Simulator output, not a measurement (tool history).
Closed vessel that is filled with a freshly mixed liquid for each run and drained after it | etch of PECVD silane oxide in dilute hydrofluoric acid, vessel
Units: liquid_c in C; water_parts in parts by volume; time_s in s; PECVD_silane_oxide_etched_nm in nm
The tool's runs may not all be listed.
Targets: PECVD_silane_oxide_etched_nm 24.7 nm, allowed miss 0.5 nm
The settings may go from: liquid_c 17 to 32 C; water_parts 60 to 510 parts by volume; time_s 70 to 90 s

run  hour  liquid_c  water_parts  time_s  PECVD_silane_oxide_etched_nm
  1     0        24          285      90                         12.53
  2   6.8        24          365      90                        9.0645
  3   8.5      26.5          310      90                        12.357
  4  10.5        28          275      90                        15.206
  5  17.7        28          275      90                          15.2
  6    22        28          275      70                        11.769
     24.5  -- hydrofluoric acid flow meter replaced
  7  24.5        29          225      70                        14.069
  8  30.6        30          175      70                        19.818
  9  33.7      30.5          165      70                        21.628
 10  34.3        31          160      70                        23.121

4 next moves are on the table. One of them brings every result within its allowed miss. Which?
  A  34.9      28.5          165      75                             ?
  B  34.9        29          135      70                             ?
  C  34.9      28.5          145      70                             ?
  D  34.9        32          190      90                             ?

move  PECVD_silane_oxide_etched_nm
   A                        21.776
   B                        26.284
   C                        23.718
   D                        24.856
A: further off than the last run
B: takes the result that was furthest off past its target
C: nearer than the last run, and not there yet
D: meets every target
The right move is D.
